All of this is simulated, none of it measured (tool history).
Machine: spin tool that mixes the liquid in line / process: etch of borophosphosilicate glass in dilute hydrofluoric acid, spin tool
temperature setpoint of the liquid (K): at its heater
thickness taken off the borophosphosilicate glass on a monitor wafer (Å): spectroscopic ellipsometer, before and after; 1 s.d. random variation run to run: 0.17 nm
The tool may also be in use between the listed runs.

run	hour	temperature setpoint of the liquid (K)	parts of water to one part of 49 % hydrofluoric acid (parts by volume)	time under the liquid (s)	thickness taken off the borophosphosilicate glass on a monitor wafer (Å)
1	0	297.15	155	35	116.83
2	2.9	299.15	150	35	131.35
3	6.5	300.65	145	35	146.7
4	12.8	301.65	140	35	158.81
5	18.4	304.65	140	35	172.46
# hour 24.8: thermometer replaced
6	24.8	302.15	140	35	168.65
7	31.3	302.65	140	35	171.83
8	39.9	303.15	140	35	173.9

Predict the results of run 9:
9	46.4	303.65	140	35	?

Run 9 yielded thickness taken off the borophosphosilicate glass on a monitor wafer (Å) 178.59.

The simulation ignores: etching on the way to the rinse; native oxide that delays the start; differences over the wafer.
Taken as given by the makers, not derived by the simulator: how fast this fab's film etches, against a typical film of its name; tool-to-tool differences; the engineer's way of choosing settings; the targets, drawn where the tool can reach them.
